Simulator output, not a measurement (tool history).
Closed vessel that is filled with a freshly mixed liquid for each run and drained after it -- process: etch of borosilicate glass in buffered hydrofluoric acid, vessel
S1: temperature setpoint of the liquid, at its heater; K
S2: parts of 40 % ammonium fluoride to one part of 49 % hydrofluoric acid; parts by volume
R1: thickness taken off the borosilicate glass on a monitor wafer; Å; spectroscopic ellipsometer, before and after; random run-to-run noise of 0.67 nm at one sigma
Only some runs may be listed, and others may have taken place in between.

run 1 day=0.000 | S1=294.15 S2=19 time_in_the_liquid_(s)=90 | R1=544.88
run 2 day=0.371 | S1=294.15 S2=14 time_in_the_liquid_(s)=90 | R1=732.92
run 3 day=0.700 | S1=294.15 S2=14 time_in_the_liquid_(s)=90 | R1=735.27
run 4 day=0.992 | S1=294.15 S2=14 time_in_the_liquid_(s)=90 | R1=735.54
run 5 day=1.054 | S1=295.65 S2=14 time_in_the_liquid_(s)=90 | R1=792.73
run 6 day=1.083 | S1=295.65 S2=10 time_in_the_liquid_(s)=90 | R1=1126.00
run 7 day=1.446 | S1=295.15 S2=10 time_in_the_liquid_(s)=90 | R1=1098.60
run 8 day=1.638 | S1=294.65 S2=10 time_in_the_liquid_(s)=90 | R1=1056.40

What does the tool deliver on the next run?
run 9 day=1.996 | S1=294.65 S2=10 time_in_the_liquid_(s)=90 | R1=?

R1: 1050.10 Å

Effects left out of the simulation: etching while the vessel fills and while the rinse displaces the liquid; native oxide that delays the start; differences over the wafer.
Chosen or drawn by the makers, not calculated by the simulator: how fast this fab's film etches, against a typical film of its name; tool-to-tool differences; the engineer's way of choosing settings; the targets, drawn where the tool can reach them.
